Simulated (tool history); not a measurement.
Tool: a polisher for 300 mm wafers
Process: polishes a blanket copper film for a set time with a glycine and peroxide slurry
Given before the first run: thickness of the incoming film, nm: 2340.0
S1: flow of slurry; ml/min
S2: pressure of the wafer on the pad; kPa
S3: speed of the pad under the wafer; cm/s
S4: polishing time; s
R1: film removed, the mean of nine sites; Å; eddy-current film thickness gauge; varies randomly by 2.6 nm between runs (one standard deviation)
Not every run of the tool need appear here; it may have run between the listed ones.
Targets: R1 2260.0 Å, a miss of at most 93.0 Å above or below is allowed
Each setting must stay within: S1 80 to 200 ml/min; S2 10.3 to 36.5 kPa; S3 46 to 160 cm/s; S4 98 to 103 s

run	hour	S1	S2	S3	S4	R1
1	0.0	130	23.4	102	98	5400.7
2	4.2	125	20.0	90	98	4369.9
3	5.5	125	20.0	76	98	3897.0
4	14.0	120	17.2	70	98	3181.7
5	21.2	120	17.2	70	103	3341.7
6	25.8	115	15.2	68	103	2990.7
7	28.0	110	13.8	66	103	2714.8
8	28.5	105	13.1	66	103	2611.2
9	35.1	100	12.4	66	103	2505.1
10	37.0	90	10.3	64	103	2065.3
11	38.6	95	10.3	64	103	2125.9
12	47.5	100	10.3	64	103	2161.6
13	56.3	100	10.3	64	103	2163.9

Of the 5 settings listed for the next run, only one would bring every result within its allowed miss of target. Which one?
A	65.1	90	13.1	68	102	?
B	65.1	100	11.7	76	100	?
C	65.1	95	11.7	64	100	?
D	65.1	100	12.4	68	103	?
E	65.1	95	14.5	58	103	?

move	R1
A	2514.4
B	2517.1
C	2245.9
D	2526.3
E	2525.1
A: takes the biggest miss from the last run beyond its target
B: takes the biggest miss from the last run beyond its target
C: meets every target
D: takes the biggest miss from the last run beyond its target
E: takes the biggest miss from the last run beyond its target
Go with C: it meets all targets.
